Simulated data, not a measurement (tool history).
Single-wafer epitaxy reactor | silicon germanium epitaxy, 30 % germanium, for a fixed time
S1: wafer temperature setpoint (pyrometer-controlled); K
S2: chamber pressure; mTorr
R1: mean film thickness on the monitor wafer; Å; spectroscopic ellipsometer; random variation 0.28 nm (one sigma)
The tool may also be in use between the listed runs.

run 1 hour=0.0 | S1=853.15 S2=26600 | R1=449.40
run 2 hour=4.6 | S1=855.15 S2=26700 | R1=469.89
run 3 hour=11.9 | S1=865.15 S2=26700 | R1=583.73
run 4 hour=18.9 | S1=865.15 S2=30900 | R1=612.46
run 5 hour=22.6 | S1=865.15 S2=27200 | R1=592.54
run 6 hour=24.2 | S1=865.15 S2=30500 | R1=608.21

The next listed run, before its measurement:
run 7 hour=28.5 | S1=864.15 S2=30400 | R1=?

{"run 7": {"R1": 593.22}}

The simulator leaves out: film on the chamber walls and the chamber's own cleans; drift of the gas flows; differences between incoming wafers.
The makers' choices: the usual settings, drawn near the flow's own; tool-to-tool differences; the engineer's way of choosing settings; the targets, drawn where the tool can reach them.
